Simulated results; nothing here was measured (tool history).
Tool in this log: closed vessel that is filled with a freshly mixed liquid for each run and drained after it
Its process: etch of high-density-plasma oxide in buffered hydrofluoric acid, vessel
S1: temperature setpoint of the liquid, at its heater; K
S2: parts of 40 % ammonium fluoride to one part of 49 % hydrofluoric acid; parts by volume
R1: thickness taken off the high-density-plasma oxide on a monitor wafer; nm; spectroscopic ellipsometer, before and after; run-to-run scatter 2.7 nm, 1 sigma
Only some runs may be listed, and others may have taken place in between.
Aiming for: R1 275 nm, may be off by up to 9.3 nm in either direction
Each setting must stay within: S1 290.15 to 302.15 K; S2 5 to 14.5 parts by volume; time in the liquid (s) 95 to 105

{"run": 1, "hour": 0.0, "S1": 294.15, "S2": 9, "time in the liquid (s)": 95, "R1": 211.71}
{"run": 2, "hour": 6.8, "S1": 294.65, "S2": 9, "time in the liquid (s)": 95, "R1": 213.14}
{"run": 3, "hour": 13.7, "S1": 295.15, "S2": 9, "time in the liquid (s)": 95, "R1": 218.56}
{"run": 4, "hour": 15.4, "S1": 295.65, "S2": 9, "time in the liquid (s)": 95, "R1": 228.76}
{"run": 5, "hour": 23.5, "S1": 295.65, "S2": 9, "time in the liquid (s)": 95, "R1": 226.69}
{"run": 6, "hour": 32.0, "S1": 296.15, "S2": 9, "time in the liquid (s)": 95, "R1": 232.97}
{"run": 7, "hour": 39.0, "S1": 296.65, "S2": 9, "time in the liquid (s)": 95, "R1": 242.13}
{"run": 8, "hour": 45.9, "S1": 297.15, "S2": 9, "time in the liquid (s)": 95, "R1": 247.64}
{"run": 9, "hour": 53.4, "S1": 298.15, "S2": 9, "time in the liquid (s)": 95, "R1": 262.63}

5 next moves are on the table. One of them brings every result within its allowed miss. Which?
{"run": "A", "hour": 60.9, "S1": 298.65, "S2": 9.5, "time in the liquid (s)": 105, "R1": "?"}
{"run": "B", "hour": 60.9, "S1": 298.15, "S2": 9, "time in the liquid (s)": 105, "R1": "?"}
{"run": "C", "hour": 60.9, "S1": 299.15, "S2": 9, "time in the liquid (s)": 100, "R1": "?"}
{"run": "D", "hour": 60.9, "S1": 298.65, "S2": 9.5, "time in the liquid (s)": 100, "R1": "?"}
{"run": "E", "hour": 60.9, "S1": 298.65, "S2": 11, "time in the liquid (s)": 100, "R1": "?"}

move=A R1=287.7
move=B R1=289.7
move=C R1=291.21
move=D R1=274
move=E R1=241.8
A: carries the result that was furthest off beyond its target, to the other side
B: carries the result that was furthest off beyond its target, to the other side
C: carries the result that was furthest off beyond its target, to the other side
D: all results land within tolerance of their targets
E: moves away from the targets compared with the last run
D is the move that brings every result within its allowed miss.
